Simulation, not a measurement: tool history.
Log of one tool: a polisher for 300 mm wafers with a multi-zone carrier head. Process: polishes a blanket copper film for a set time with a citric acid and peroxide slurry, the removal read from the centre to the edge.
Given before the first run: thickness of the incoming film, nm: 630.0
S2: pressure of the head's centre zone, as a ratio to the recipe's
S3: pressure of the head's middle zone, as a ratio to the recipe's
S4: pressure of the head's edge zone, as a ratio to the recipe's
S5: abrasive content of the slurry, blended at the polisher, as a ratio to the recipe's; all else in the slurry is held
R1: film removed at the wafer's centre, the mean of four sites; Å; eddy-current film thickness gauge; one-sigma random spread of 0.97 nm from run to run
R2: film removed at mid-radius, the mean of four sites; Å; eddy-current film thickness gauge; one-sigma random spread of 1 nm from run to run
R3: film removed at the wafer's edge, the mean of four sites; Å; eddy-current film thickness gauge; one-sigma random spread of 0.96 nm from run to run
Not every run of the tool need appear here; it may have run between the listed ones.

{"run": 1, "hour": 0.0, "flow of slurry (ml/min)": 255, "S2": 1, "S3": 1, "S4": 1, "S5": 1, "polishing time (s)": 48, "R1": 1245.8, "R2": 1293.1, "R3": 1346.3}
{"run": 2, "hour": 3.9, "flow of slurry (ml/min)": 270, "S2": 1.03, "S3": 0.98, "S4": 0.99, "S5": 1, "polishing time (s)": 48, "R1": 1318, "R2": 1278, "R3": 1356.2}
{"run": 3, "hour": 5.0, "flow of slurry (ml/min)": 270, "S2": 1.03, "S3": 0.98, "S4": 1.05, "S5": 1, "polishing time (s)": 48, "R1": 1297.3, "R2": 1269.7, "R3": 1396.9}
{"run": 4, "hour": 9.8, "flow of slurry (ml/min)": 270, "S2": 1.03, "S3": 0.98, "S4": 1.05, "S5": 0.85, "polishing time (s)": 48, "R1": 1285.2, "R2": 1266.2, "R3": 1378.5}
{"run": 5, "hour": 18.4, "flow of slurry (ml/min)": 270, "S2": 1.03, "S3": 0.98, "S4": 1.05, "S5": 0.7, "polishing time (s)": 48, "R1": 1231.1, "R2": 1219.6, "R3": 1330.3}
{"run": 6, "hour": 23.0, "flow of slurry (ml/min)": 295, "S2": 1.05, "S3": 0.98, "S4": 1.03, "S5": 0.7, "polishing time (s)": 48, "R1": 1276.5, "R2": 1242.9, "R3": 1345.4}
{"run": 7, "hour": 24.8, "flow of slurry (ml/min)": 305, "S2": 1.07, "S3": 0.98, "S4": 1.01, "S5": 0.7, "polishing time (s)": 48, "R1": 1314.4, "R2": 1244.9, "R3": 1317.1}
{"run": 8, "hour": 29.1, "flow of slurry (ml/min)": 315, "S2": 1.08, "S3": 0.97, "S4": 1.01, "S5": 0.7, "polishing time (s)": 48, "R1": 1322.9, "R2": 1243.7, "R3": 1309.3}
{"run": 9, "hour": 35.5, "flow of slurry (ml/min)": 320, "S2": 1.09, "S3": 0.96, "S4": 1.02, "S5": 0.7, "polishing time (s)": 48, "R1": 1333.6, "R2": 1236.4, "R3": 1343.6}
{"run": 10, "hour": 39.6, "flow of slurry (ml/min)": 325, "S2": 1.1, "S3": 0.96, "S4": 1.01, "S5": 0.7, "polishing time (s)": 48, "R1": 1336.3, "R2": 1217.7, "R3": 1327.5}

Run 11 has not been measured yet. What should we expect?
{"run": 11, "hour": 44.5, "flow of slurry (ml/min)": 330, "S2": 1.11, "S3": 0.96, "S4": 1.01, "S5": 0.7, "polishing time (s)": 48, "R1": "?", "R2": "?", "R3": "?"}

Run 11 measured R1 1352.1 Å, R2 1223.9 Å, R3 1328.6 Å.
